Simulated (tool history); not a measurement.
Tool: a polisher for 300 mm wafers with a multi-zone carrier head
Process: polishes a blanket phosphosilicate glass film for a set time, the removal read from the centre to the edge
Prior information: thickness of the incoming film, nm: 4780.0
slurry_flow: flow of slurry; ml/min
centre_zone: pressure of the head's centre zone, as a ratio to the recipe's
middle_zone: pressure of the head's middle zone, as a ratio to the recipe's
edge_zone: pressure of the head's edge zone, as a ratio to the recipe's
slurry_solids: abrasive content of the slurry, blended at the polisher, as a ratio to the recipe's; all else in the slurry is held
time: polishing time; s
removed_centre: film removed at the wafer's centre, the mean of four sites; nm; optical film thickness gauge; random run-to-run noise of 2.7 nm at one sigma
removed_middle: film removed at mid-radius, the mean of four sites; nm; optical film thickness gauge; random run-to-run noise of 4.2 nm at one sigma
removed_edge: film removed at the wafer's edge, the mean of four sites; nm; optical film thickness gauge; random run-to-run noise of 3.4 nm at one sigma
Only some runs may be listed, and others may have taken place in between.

Run 1, hour 0: slurry_flow 220 ml/min, centre_zone 1, middle_zone 1, edge_zone 1, slurry_solids 1, time 55 s. Result: removed_centre 351.1 nm, removed_middle 359.49 nm, removed_edge 351.8 nm.
Run 2, hour 8: slurry_flow 220 ml/min, centre_zone 0.96, middle_zone 1, edge_zone 1, slurry_solids 1, time 55 s. Result: removed_centre 334.78 nm, removed_middle 353.74 nm, removed_edge 357.05 nm.
Run 3, hour 8.7: slurry_flow 210 ml/min, centre_zone 0.94, middle_zone 0.99, edge_zone 0.98, slurry_solids 1, time 55 s. Result: removed_centre 324.49 nm, removed_middle 348.35 nm, removed_edge 349.06 nm.
Run 4, hour 9.5: slurry_flow 210 ml/min, centre_zone 0.94, middle_zone 0.99, edge_zone 1.03, slurry_solids 1, time 55 s. Result: removed_centre 325.17 nm, removed_middle 350.44 nm, removed_edge 362.33 nm.
Run 5, hour 11.1: slurry_flow 210 ml/min, centre_zone 0.94, middle_zone 0.99, edge_zone 1.03, slurry_solids 1, time 65 s. Result: removed_centre 380.45 nm, removed_middle 405.34 nm, removed_edge 428.3 nm.
Run 6, hour 18.1: slurry_flow 210 ml/min, centre_zone 0.94, middle_zone 0.99, edge_zone 1.09, slurry_solids 1, time 65 s. Result: removed_centre 380.61 nm, removed_middle 416.89 nm, removed_edge 444.94 nm.
At hour 26.6: slurry nozzle cleaned.
Run 7, hour 26.6: slurry_flow 205 ml/min, centre_zone 0.92, middle_zone 0.98, edge_zone 1.04, slurry_solids 0.9, time 65 s. Result: removed_centre 370.31 nm, removed_middle 395.36 nm, removed_edge 419.99 nm.
Run 8, hour 34.7: slurry_flow 200 ml/min, centre_zone 0.89, middle_zone 0.98, edge_zone 1.02, slurry_solids 0.8, time 64 s. Result: removed_centre 327.71 nm, removed_middle 373.24 nm, removed_edge 374.29 nm.

Run 9 has not been measured yet. What should we expect?
Run 9, hour 37.2: slurry_flow 195 ml/min, centre_zone 0.88, middle_zone 0.95, edge_zone 1, slurry_solids 0.75, time 64 s. Result: removed_centre ?, removed_middle ?, removed_edge ?.

Run 9 produced removed_centre 303.17 nm, removed_middle 345.7 nm, removed_edge 354.77 nm.
